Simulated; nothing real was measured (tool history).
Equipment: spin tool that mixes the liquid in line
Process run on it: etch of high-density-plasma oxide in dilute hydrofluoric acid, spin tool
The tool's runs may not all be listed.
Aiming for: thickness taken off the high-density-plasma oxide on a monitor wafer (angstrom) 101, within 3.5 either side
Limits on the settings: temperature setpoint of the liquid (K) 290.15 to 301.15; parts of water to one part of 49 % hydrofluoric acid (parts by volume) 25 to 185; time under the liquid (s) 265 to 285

run	hour	temperature setpoint of the liquid (K)	parts of water to one part of 49 % hydrofluoric acid (parts by volume)	time under the liquid (s)	thickness taken off the high-density-plasma oxide on a monitor wafer (angstrom)
1	0	293.15	105	265	143.15
2	0.9	292.65	110	265	129.93
3	8.6	292.65	80	265	189.68
4	15.9	292.15	90	265	161.52
5	24	291.65	100	265	143.81
6	31.9	293.15	100	265	150.23
7	38	293.15	100	265	147.47
# hour 46: hydrofluoric acid flow meter replaced
8	46	292.65	105	265	131.39
9	52.8	292.15	110	265	120.02
10	59.9	292.15	110	265	120.4
11	66.4	291.65	110	265	119.02
12	75.5	291.15	110	265	117.2
13	76.4	290.65	115	265	107.62
14	79	290.15	115	265	106.84

Exactly one of the 4 candidate moves below puts every result within its allowed miss. Which one?
A	81.6	290.15	120	285	?
B	81.6	290.15	115	270	?
C	81.6	290.15	110	265	?
D	81.6	290.15	120	265	?

move	thickness taken off the high-density-plasma oxide on a monitor wafer (angstrom)
A	109.61
B	108.9
C	112.32
D	101.92
A: its largest miss is bigger than the last run's
B: its largest miss is bigger than the last run's
C: its largest miss is bigger than the last run's
D: all results in spec
Move D is the one to make.
